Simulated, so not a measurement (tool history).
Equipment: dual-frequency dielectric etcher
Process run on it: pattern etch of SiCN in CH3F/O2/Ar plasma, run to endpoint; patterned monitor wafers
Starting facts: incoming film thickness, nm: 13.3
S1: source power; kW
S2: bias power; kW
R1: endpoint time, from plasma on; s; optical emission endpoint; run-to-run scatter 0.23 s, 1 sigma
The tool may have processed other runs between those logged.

run,hour,S1,S2,R1
1,0,0.36,0.098,32.343
2,8.4,0.33,0.098,33.673
3,17,0.35,0.1,32.239
4,22.7,0.36,0.101,32.047
5,23.7,0.36,0.108,31.428
6,26.1,0.37,0.11,30.147

Run 7 comes next. What will it give?
7,29.5,0.38,0.111,?

R1: 30.15 s
